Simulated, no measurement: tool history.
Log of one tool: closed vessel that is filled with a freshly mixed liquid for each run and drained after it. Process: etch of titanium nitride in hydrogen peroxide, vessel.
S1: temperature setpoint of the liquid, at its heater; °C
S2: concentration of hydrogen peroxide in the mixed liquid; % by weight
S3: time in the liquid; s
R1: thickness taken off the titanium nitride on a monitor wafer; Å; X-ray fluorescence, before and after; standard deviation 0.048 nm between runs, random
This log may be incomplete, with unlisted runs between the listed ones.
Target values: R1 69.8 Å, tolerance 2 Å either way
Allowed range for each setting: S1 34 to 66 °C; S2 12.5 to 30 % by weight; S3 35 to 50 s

Run 1, hour 0: S1 50 °C, S2 24.5 % by weight, S3 50 s. Result: R1 34.371 Å.
Run 2, hour 1.5: S1 50 °C, S2 22.5 % by weight, S3 50 s. Result: R1 33.41 Å.
Run 3, hour 6.7: S1 53.5 °C, S2 22.5 % by weight, S3 50 s. Result: R1 43.119 Å.
Run 4, hour 8.7: S1 53.5 °C, S2 27.5 % by weight, S3 50 s. Result: R1 44.943 Å.
Run 5, hour 9.9: S1 55.5 °C, S2 27.5 % by weight, S3 50 s. Result: R1 51.775 Å.
Run 6, hour 15.6: S1 57 °C, S2 27.5 % by weight, S3 50 s. Result: R1 57.253 Å.
Run 7, hour 21.6: S1 58 °C, S2 27.5 % by weight, S3 50 s. Result: R1 62.005 Å.
Run 8, hour 30: S1 58.5 °C, S2 27.5 % by weight, S3 50 s. Result: R1 63.762 Å.
Run 9, hour 35.6: S1 59 °C, S2 27.5 % by weight, S3 50 s. Result: R1 66.019 Å.

5 candidate next runs follow, results not yet known. Just one meets every target within its allowed miss. Identify it.
Run A, hour 41.2: S1 60.5 °C, S2 29 % by weight, S3 50 s. Result: R1 ?.
Run B, hour 41.2: S1 59.5 °C, S2 30 % by weight, S3 50 s. Result: R1 ?.
Run C, hour 41.2: S1 60.5 °C, S2 27.5 % by weight, S3 50 s. Result: R1 ?.
Run D, hour 41.2: S1 60.5 °C, S2 30 % by weight, S3 50 s. Result: R1 ?.
Run E, hour 41.2: S1 63.5 °C, S2 27 % by weight, S3 35 s. Result: R1 ?.

move      R1
   A  74.247
   B  69.893
   C  73.382
   D  74.808
   E  62.579
A: moves the result that the last run missed by most past its target, out the other side
B: every result lands within tolerance
C: moves the result that the last run missed by most past its target, out the other side
D: moves the result that the last run missed by most past its target, out the other side
E: moves away from the targets compared with the last run
The right move is B.
